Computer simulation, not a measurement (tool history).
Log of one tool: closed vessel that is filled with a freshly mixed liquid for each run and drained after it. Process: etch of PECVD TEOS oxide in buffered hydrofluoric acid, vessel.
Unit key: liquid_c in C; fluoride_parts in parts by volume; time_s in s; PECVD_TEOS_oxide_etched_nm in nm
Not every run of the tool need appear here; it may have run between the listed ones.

run	hour	liquid_c	fluoride_parts	time_s	PECVD_TEOS_oxide_etched_nm
1	0	23	11.5	35	62.481
2	2.6	26	11.5	35	74.24
3	6	27	10.5	35	85.44
4	11.3	28	10	35	96.736
5	13.3	28	10	35	95.165
6	21.6	28	13	35	74.508
7	27.3	28.5	12	35	82.176
8	29.9	29	11	35	91.628
9	34.2	29.5	10	35	103.45

What does the tool deliver on the next run?
10	40.6	30	9.5	35	?

PECVD_TEOS_oxide_etched_nm: 108.41 nm
